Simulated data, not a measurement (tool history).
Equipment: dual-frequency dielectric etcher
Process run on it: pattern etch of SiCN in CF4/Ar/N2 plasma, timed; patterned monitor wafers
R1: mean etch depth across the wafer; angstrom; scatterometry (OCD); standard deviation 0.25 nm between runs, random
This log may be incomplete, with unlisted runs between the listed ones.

Run 1, hour 0: source power (kW) 0.45, bias power (kW) 0.052, Ar flow (sccm) 78, CF4 flow (sccm) 77, etch time (s) 47.5. Result: R1 418.01 angstrom.
Run 2, hour 7.4: source power (kW) 0.46, bias power (kW) 0.052, Ar flow (sccm) 78, CF4 flow (sccm) 77, etch time (s) 47.5. Result: R1 422.7 angstrom.
Run 3, hour 9.2: source power (kW) 0.47, bias power (kW) 0.052, Ar flow (sccm) 78, CF4 flow (sccm) 77, etch time (s) 47.5. Result: R1 428.87 angstrom.
Run 4, hour 10.2: source power (kW) 0.48, bias power (kW) 0.052, Ar flow (sccm) 78, CF4 flow (sccm) 77, etch time (s) 47.5. Result: R1 437.04 angstrom.
Run 5, hour 14.6: source power (kW) 0.48, bias power (kW) 0.048, Ar flow (sccm) 78, CF4 flow (sccm) 77, etch time (s) 47.5. Result: R1 424.55 angstrom.
Run 6, hour 17.2: source power (kW) 0.49, bias power (kW) 0.048, Ar flow (sccm) 78, CF4 flow (sccm) 77, etch time (s) 47.5. Result: R1 429.95 angstrom.
Run 7, hour 18.4: source power (kW) 0.5, bias power (kW) 0.048, Ar flow (sccm) 78, CF4 flow (sccm) 77, etch time (s) 47.5. Result: R1 441.68 angstrom.
Run 8, hour 22.4: source power (kW) 0.59, bias power (kW) 0.049, Ar flow (sccm) 78, CF4 flow (sccm) 77, etch time (s) 47.5. Result: R1 506.51 angstrom.

Expected results for the next run?
Run 9, hour 24.3: source power (kW) 0.6, bias power (kW) 0.049, Ar flow (sccm) 78, CF4 flow (sccm) 77, etch time (s) 47.5. Result: R1 ?.

R1: 507.74 angstrom
